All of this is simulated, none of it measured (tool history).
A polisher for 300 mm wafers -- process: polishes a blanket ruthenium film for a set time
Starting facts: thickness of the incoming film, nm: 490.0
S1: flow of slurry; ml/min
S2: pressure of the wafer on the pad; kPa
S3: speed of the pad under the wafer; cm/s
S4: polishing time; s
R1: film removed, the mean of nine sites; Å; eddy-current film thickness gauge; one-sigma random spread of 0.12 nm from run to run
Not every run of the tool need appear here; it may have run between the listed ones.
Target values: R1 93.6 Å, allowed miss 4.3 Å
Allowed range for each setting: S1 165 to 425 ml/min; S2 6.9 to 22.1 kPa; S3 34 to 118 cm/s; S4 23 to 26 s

run 1 hour=0 | S1=275 S2=14.5 S3=76 S4=26 | R1=219.06
run 2 hour=5.6 | S1=275 S2=13.1 S3=72 S4=26 | R1=186.12
run 3 hour=6.2 | S1=275 S2=11.7 S3=68 S4=26 | R1=158.73
run 4 hour=11.6 | S1=275 S2=11 S3=66 S4=26 | R1=141.44
run 5 hour=16.9 | S1=275 S2=11 S3=66 S4=26 | R1=145.3
run 6 hour=18.8 | S1=275 S2=11 S3=66 S4=26 | R1=144.71
run 7 hour=24.3 | S1=275 S2=10.3 S3=64 S4=26 | R1=132.19
run 8 hour=29.5 | S1=275 S2=9.7 S3=64 S4=26 | R1=126.45
run 9 hour=33.3 | S1=275 S2=9 S3=62 S4=26 | R1=113.53
run 10 hour=34.1 | S1=275 S2=8.3 S3=62 S4=26 | R1=102.63

Exercise: of the 5 proposed moves below, exactly one satisfies all targets within the stated allowed misses. Which move is it?
run A hour=34.9 | S1=285 S2=6.9 S3=64 S4=25 | R1=?
run B hour=34.9 | S1=265 S2=9 S3=50 S4=23 | R1=?
run C hour=34.9 | S1=340 S2=7.6 S3=60 S4=26 | R1=?
run D hour=34.9 | S1=350 S2=9.7 S3=42 S4=26 | R1=?
run E hour=34.9 | S1=240 S2=9 S3=58 S4=26 | R1=?

move=A R1=86.789
move=B R1=80.158
move=C R1=94.246
move=D R1=84.497
move=E R1=103.33
A: carries the result that was furthest off beyond its target, to the other side
B: carries the result that was furthest off beyond its target, to the other side
C: in spec on every target
D: carries the result that was furthest off beyond its target, to the other side
E: further off than the last run
Go with C: it meets all targets.
